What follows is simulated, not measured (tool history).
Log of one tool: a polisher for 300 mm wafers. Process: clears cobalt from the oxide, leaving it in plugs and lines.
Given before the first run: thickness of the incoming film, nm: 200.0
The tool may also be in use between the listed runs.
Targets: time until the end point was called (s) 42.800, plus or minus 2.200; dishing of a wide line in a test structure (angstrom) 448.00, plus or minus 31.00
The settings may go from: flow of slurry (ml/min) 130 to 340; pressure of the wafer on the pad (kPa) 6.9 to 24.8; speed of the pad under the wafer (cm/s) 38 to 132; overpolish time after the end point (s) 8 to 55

run,hour,flow of slurry (ml/min),pressure of the wafer on the pad (kPa),speed of the pad under the wafer (cm/s),overpolish time after the end point (s),time until the end point was called (s),dishing of a wide line in a test structure (angstrom)
1,0.0,220,15.9,84,28,48.677,407.95
2,2.4,220,15.9,84,20,50.264,368.27
3,7.1,185,15.9,84,20,48.441,358.83
4,8.8,190,15.9,84,22,50.887,383.07
5,13.0,190,15.9,84,23,51.688,390.66
6,21.6,195,15.9,84,24,50.078,397.22
7,29.2,195,15.9,84,25,51.514,401.44
8,38.2,195,15.9,84,26,50.427,410.59
9,41.9,195,17.2,84,28,47.130,417.07
10,48.9,195,17.2,84,29,45.808,429.01

Below are 5 possible settings for the next run. Only one of them brings all results inside the allowed miss of their targets. Which is it?
A,55.9,210,20.0,92,16,?,?
B,55.9,210,15.2,82,27,?,?
C,55.9,215,18.6,72,20,?,?
D,55.9,145,15.9,102,36,?,?
E,55.9,195,17.9,80,36,?,?

move,time until the end point was called (s),dishing of a wide line in a test structure (angstrom)
A,35.808,387.51
B,52.382,405.19
C,48.550,378.15
D,42.725,438.96
E,46.034,436.28
A: the result that was furthest off in the last run now lies on the other side of its target
B: lands further from the targets than the last run did
C: lands further from the targets than the last run did
D: hits every target within its allowed miss
E: lands further from the targets than the last run did
So the answer is move D, the one that meets all the targets.
